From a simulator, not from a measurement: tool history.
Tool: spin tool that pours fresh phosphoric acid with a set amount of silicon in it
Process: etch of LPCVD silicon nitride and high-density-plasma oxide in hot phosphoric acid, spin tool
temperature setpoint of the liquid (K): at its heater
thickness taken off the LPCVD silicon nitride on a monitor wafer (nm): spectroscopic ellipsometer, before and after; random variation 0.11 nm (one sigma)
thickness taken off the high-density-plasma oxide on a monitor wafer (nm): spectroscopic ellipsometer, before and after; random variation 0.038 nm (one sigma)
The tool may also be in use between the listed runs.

| run | hour | temperature setpoint of the liquid (K) | silicon dissolved in the acid as it is poured (mg a litre) | time under the liquid (s) | thickness taken off the LPCVD silicon nitride on a monitor wafer (nm) | thickness taken off the high-density-plasma oxide on a monitor wafer (nm) |
|---|---|---|---|---|---|---|
| 1 | 0.0 | 433.15 | 11.0 | 180 | 14.250 | 0.41102 |
| 2 | 6.2 | 433.15 | 17.5 | 180 | 14.360 | 0.29376 |
| 3 | 8.2 | 433.65 | 17.5 | 180 | 14.466 | 0.30878 |
| 4 | 8.8 | 434.15 | 18.0 | 180 | 14.694 | 0.26516 |
| 5 | 12.5 | 434.15 | 18.0 | 230 | 18.644 | 0.44501 |
| 6 | 16.0 | 435.65 | 18.0 | 230 | 19.875 | 0.50746 |

Run 7 comes next. What will it give?
| 7 | 20.7 | 434.65 | 17.5 | 225 | ? | ? |

Run 7 gave thickness taken off the LPCVD silicon nitride on a monitor wafer (nm) 18.628, thickness taken off the high-density-plasma oxide on a monitor wafer (nm) 0.51597.
